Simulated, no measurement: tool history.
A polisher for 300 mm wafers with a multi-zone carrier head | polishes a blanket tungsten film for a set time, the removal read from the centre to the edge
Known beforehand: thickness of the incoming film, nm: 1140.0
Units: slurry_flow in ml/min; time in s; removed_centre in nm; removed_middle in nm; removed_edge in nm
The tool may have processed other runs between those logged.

| run | hour | slurry_flow | centre_zone | middle_zone | edge_zone | slurry_solids | time | removed_centre | removed_middle | removed_edge |
|---|---|---|---|---|---|---|---|---|---|---|
| 1 | 0.0 | 145 | 1.00 | 1.00 | 1.00 | 1.00 | 70 | 315.34 | 314.29 | 319.81 |
| 2 | 2.8 | 145 | 1.00 | 1.00 | 1.00 | 1.00 | 81 | 362.37 | 363.29 | 369.69 |
| 3 | 5.0 | 145 | 1.08 | 1.00 | 1.00 | 1.00 | 81 | 403.66 | 355.21 | 367.38 |
| 4 | 11.7 | 165 | 1.08 | 1.00 | 1.00 | 1.00 | 81 | 402.10 | 359.27 | 375.08 |
| 5 | 19.0 | 165 | 1.08 | 1.00 | 1.00 | 1.00 | 64 | 319.65 | 284.30 | 296.43 |
| 6 | 22.5 | 165 | 1.08 | 1.00 | 1.07 | 1.00 | 64 | 313.38 | 288.74 | 306.87 |
| 7 | 25.6 | 170 | 1.06 | 1.01 | 1.10 | 1.05 | 64 | 320.58 | 305.40 | 313.29 |
| 8 | 33.9 | 170 | 1.06 | 1.01 | 1.10 | 1.05 | 64 | 321.09 | 299.29 | 316.37 |
| 9 | 38.7 | 175 | 1.03 | 1.01 | 1.12 | 1.05 | 64 | 313.76 | 300.59 | 314.63 |
| 10 | 45.7 | 165 | 0.99 | 1.00 | 1.13 | 1.15 | 65 | 304.79 | 310.43 | 328.60 |
| 11 | 51.5 | 170 | 0.97 | 1.01 | 1.14 | 1.20 | 65 | 305.52 | 312.93 | 344.04 |

What will run 12 give?
| 12 | 52.8 | 185 | 0.94 | 1.11 | 1.13 | 1.20 | 65 | ? | ? | ? |

Run 12 came out at removed_centre 312.17 nm, removed_middle 345.41 nm, removed_edge 338.68 nm.
